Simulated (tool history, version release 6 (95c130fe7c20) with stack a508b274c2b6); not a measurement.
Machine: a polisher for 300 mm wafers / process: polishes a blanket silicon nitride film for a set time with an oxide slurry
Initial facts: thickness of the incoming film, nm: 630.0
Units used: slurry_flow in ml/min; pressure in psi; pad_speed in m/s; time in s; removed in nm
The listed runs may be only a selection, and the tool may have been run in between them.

run	hour	slurry_flow	pressure	pad_speed	slurry_solids	time	removed
1	0.0	145	4.7	1.40	1.0	46	57.696
2	8.0	170	4.7	1.40	1.0	46	59.755
3	9.9	170	4.7	1.40	1.0	46	59.189
4	18.2	170	5.5	1.40	1.0	46	67.850
5	20.3	175	5.5	1.40	1.0	46	67.873
6	22.2	175	5.5	1.16	1.0	46	58.452

What will run 7 give?
7	29.9	180	5.8	1.16	1.0	46	?

removed: 62.187 nm
